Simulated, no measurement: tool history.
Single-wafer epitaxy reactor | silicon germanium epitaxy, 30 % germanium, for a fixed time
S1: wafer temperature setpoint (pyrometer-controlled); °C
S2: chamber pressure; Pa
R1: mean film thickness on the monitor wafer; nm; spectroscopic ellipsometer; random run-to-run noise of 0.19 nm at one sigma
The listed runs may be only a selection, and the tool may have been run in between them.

Run 1, hour 0: S1 590 °C, S2 2826 Pa. Result: R1 49.054 nm.
Run 2, hour 3.9: S1 592 °C, S2 2826 Pa. Result: R1 50.563 nm.
Run 3, hour 10.4: S1 594 °C, S2 2826 Pa. Result: R1 52.22 nm.
Run 4, hour 11.3: S1 603 °C, S2 2826 Pa. Result: R1 60.058 nm.
Run 5, hour 12.6: S1 607 °C, S2 2826 Pa. Result: R1 64.001 nm.
Run 6, hour 14.7: S1 607 °C, S2 2573 Pa. Result: R1 62.992 nm.
Run 7, hour 21.3: S1 605 °C, S2 2560 Pa. Result: R1 60.524 nm.
Run 8, hour 24.8: S1 603 °C, S2 2560 Pa. Result: R1 58.778 nm.
Run 9, hour 29.9: S1 602 °C, S2 2560 Pa. Result: R1 57.96 nm.

Predict the results of run 10:
Run 10, hour 32.5: S1 601 °C, S2 2560 Pa. Result: R1 ?.

{"run 10": {"R1": 57.198}}

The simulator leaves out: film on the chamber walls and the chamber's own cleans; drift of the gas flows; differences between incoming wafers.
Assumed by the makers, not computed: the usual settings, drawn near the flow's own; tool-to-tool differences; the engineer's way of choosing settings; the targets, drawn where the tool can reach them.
